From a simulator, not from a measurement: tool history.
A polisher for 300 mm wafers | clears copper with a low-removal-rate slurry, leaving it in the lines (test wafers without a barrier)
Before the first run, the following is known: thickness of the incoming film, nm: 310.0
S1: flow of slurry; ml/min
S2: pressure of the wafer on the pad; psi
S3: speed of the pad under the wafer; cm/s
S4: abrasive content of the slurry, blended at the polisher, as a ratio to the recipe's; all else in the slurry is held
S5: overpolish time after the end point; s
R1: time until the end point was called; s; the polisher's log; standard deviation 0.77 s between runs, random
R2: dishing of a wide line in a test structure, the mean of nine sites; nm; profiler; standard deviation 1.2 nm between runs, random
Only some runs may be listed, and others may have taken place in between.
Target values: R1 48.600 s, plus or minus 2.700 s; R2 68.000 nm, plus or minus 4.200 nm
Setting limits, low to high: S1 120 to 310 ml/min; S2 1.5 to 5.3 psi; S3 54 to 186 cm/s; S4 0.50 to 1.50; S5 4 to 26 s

run 1 day=0.000 | S1=200 S2=3.4 S3=118 S4=1.00 S5=13 | R1=61.878 R2=36.271
run 2 day=0.312 | S1=200 S2=3.4 S3=146 S4=1.00 S5=13 | R1=51.059 R2=42.826
run 3 day=0.538 | S1=200 S2=3.4 S3=146 S4=1.00 S5=14 | R1=51.891 R2=44.116
run 4 day=0.662 | S1=200 S2=3.5 S3=146 S4=1.00 S5=15 | R1=49.266 R2=47.814
run 5 day=0.762 | S1=200 S2=3.5 S3=146 S4=1.00 S5=13 | R1=50.553 R2=44.043
run 6 day=0.917 | S1=200 S2=3.0 S3=146 S4=1.00 S5=13 | R1=56.635 R2=37.346
run 7 day=1.162 | S1=200 S2=3.2 S3=144 S4=1.00 S5=15 | R1=55.151 R2=43.480
run 8 day=1.321 | S1=200 S2=3.3 S3=144 S4=1.00 S5=16 | R1=53.522 R2=47.008
run 9 day=1.517 | S1=200 S2=3.4 S3=144 S4=1.00 S5=17 | R1=52.032 R2=49.597
run 10 day=1.588 | S1=200 S2=3.5 S3=144 S4=1.00 S5=18 | R1=52.982 R2=53.143
-- day=1.825 slurry nozzle cleaned
run 11 day=1.825 | S1=200 S2=3.6 S3=144 S4=1.00 S5=19 | R1=48.699 R2=58.406
run 12 day=2.054 | S1=200 S2=3.5 S3=144 S4=1.00 S5=22 | R1=50.318 R2=60.068
run 13 day=2.112 | S1=200 S2=3.5 S3=144 S4=1.00 S5=22 | R1=50.958 R2=65.593

Of the 5 settings listed for the next run, only one would bring every result within its allowed miss of target. Which one?
run A day=2.171 | S1=200 S2=3.3 S3=138 S4=1.05 S5=24 | R1=? R2=?
run B day=2.171 | S1=160 S2=3.6 S3=152 S4=0.85 S5=24 | R1=? R2=?
run C day=2.171 | S1=205 S2=3.4 S3=150 S4=0.90 S5=21 | R1=? R2=?
run D day=2.171 | S1=160 S2=3.5 S3=134 S4=1.05 S5=24 | R1=? R2=?
run E day=2.171 | S1=170 S2=4.1 S3=150 S4=1.10 S5=17 | R1=? R2=?

move=A R1=54.024 R2=62.230
move=B R1=49.430 R2=66.097
move=C R1=50.492 R2=59.866
move=D R1=54.032 R2=62.512
move=E R1=41.366 R2=60.190
A: misses by more than the last run did
B: in spec on every target
C: meets the target for the result that was furthest off, but another lies outside its allowed miss
D: misses by more than the last run did
E: carries the result that was furthest off beyond its target, to the other side
Correct choice: B, which meets every target
